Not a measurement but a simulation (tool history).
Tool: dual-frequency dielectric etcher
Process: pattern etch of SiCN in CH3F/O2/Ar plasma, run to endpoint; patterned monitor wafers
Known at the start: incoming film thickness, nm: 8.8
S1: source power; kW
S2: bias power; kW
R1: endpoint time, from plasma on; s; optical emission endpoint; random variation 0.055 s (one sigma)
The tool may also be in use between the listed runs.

Run 1, hour 0.0: S1 0.440 kW, S2 0.075 kW. Result: R1 21.418 s.
Run 2, hour 4.1: S1 0.390 kW, S2 0.075 kW. Result: R1 22.722 s.
Run 3, hour 10.6: S1 0.410 kW, S2 0.075 kW. Result: R1 22.182 s.
Run 4, hour 17.2: S1 0.430 kW, S2 0.075 kW. Result: R1 21.643 s.
Run 5, hour 18.4: S1 0.430 kW, S2 0.064 kW. Result: R1 22.748 s.
Run 6, hour 26.0: S1 0.450 kW, S2 0.065 kW. Result: R1 22.225 s.
Run 7, hour 26.6: S1 0.470 kW, S2 0.066 kW. Result: R1 21.617 s.
Run 8, hour 34.4: S1 0.490 kW, S2 0.066 kW. Result: R1 21.142 s.

Forecast run 9:
Run 9, hour 40.9: S1 0.510 kW, S2 0.066 kW. Result: R1 ?.

R1: 20.689 s
